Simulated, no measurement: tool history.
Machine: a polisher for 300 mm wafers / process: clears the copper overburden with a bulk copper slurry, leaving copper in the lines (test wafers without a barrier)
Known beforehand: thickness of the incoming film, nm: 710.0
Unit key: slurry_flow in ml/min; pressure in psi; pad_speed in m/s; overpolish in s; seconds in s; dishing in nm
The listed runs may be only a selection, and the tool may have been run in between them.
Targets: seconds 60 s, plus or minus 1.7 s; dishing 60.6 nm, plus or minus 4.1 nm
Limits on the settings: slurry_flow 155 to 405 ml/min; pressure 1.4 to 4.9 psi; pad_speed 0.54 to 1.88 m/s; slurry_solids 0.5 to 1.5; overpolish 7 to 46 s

{"run": 1, "hour": 0.0, "slurry_flow": 260, "pressure": 3.1, "pad_speed": 1.2, "slurry_solids": 1, "overpolish": 24, "seconds": 49.123, "dishing": 61.136}
{"run": 2, "hour": 8.3, "slurry_flow": 260, "pressure": 3.1, "pad_speed": 1.4, "slurry_solids": 1, "overpolish": 24, "seconds": 42.251, "dishing": 61.192}
{"run": 3, "hour": 12.5, "slurry_flow": 260, "pressure": 3.7, "pad_speed": 1.4, "slurry_solids": 1, "overpolish": 24, "seconds": 37.193, "dishing": 63.218}
{"run": 4, "hour": 19.2, "slurry_flow": 260, "pressure": 3.3, "pad_speed": 1.4, "slurry_solids": 1, "overpolish": 24, "seconds": 40.315, "dishing": 63.231}
{"run": 5, "hour": 26.1, "slurry_flow": 255, "pressure": 2.9, "pad_speed": 1.4, "slurry_solids": 1, "overpolish": 27, "seconds": 44.263, "dishing": 59.751}
{"run": 6, "hour": 33.3, "slurry_flow": 280, "pressure": 2.7, "pad_speed": 1.34, "slurry_solids": 1, "overpolish": 22, "seconds": 48.388, "dishing": 59.061}
{"run": 7, "hour": 38.0, "slurry_flow": 280, "pressure": 2.6, "pad_speed": 1.3, "slurry_solids": 1, "overpolish": 25, "seconds": 51.047, "dishing": 61.098}
{"run": 8, "hour": 45.7, "slurry_flow": 285, "pressure": 2.4, "pad_speed": 1.3, "slurry_solids": 1, "overpolish": 26, "seconds": 53.922, "dishing": 60.414}
{"run": 9, "hour": 52.0, "slurry_flow": 290, "pressure": 2.3, "pad_speed": 1.3, "slurry_solids": 1, "overpolish": 27, "seconds": 54.793, "dishing": 58.138}
{"run": 10, "hour": 58.8, "slurry_flow": 300, "pressure": 2.3, "pad_speed": 1.26, "slurry_solids": 1, "overpolish": 26, "seconds": 56.155, "dishing": 55.371}
{"run": 11, "hour": 59.3, "slurry_flow": 285, "pressure": 2.3, "pad_speed": 1.26, "slurry_solids": 1, "overpolish": 26, "seconds": 57.238, "dishing": 57.259}
{"run": 12, "hour": 66.6, "slurry_flow": 265, "pressure": 2.4, "pad_speed": 1.24, "slurry_solids": 1, "overpolish": 28, "seconds": 56.564, "dishing": 59.993}
{"run": 13, "hour": 69.4, "slurry_flow": 260, "pressure": 2.3, "pad_speed": 1.24, "slurry_solids": 1, "overpolish": 28, "seconds": 57.13, "dishing": 56.825}

Consider the 4 candidate settings below. Which is the only one whose results all fall within their allowed miss of target?
{"run": "A", "hour": 72.2, "slurry_flow": 235, "pressure": 1.8, "pad_speed": 1.68, "slurry_solids": 0.95, "overpolish": 29, "seconds": "?", "dishing": "?"}
{"run": "B", "hour": 72.2, "slurry_flow": 270, "pressure": 2.8, "pad_speed": 1.02, "slurry_solids": 1.05, "overpolish": 37, "seconds": "?", "dishing": "?"}
{"run": "C", "hour": 72.2, "slurry_flow": 405, "pressure": 4.2, "pad_speed": 0.82, "slurry_solids": 0.95, "overpolish": 29, "seconds": "?", "dishing": "?"}
{"run": "D", "hour": 72.2, "slurry_flow": 240, "pressure": 2.6, "pad_speed": 1.24, "slurry_solids": 1, "overpolish": 22, "seconds": "?", "dishing": "?"}

move=A seconds=51.731 dishing=56.278
move=B seconds=60.284 dishing=60.36
move=C seconds=54.798 dishing=63.755
move=D seconds=53.998 dishing=58.669
A: further off than the last run
B: all results in spec
C: further off than the last run
D: further off than the last run
Move B is the one to make.

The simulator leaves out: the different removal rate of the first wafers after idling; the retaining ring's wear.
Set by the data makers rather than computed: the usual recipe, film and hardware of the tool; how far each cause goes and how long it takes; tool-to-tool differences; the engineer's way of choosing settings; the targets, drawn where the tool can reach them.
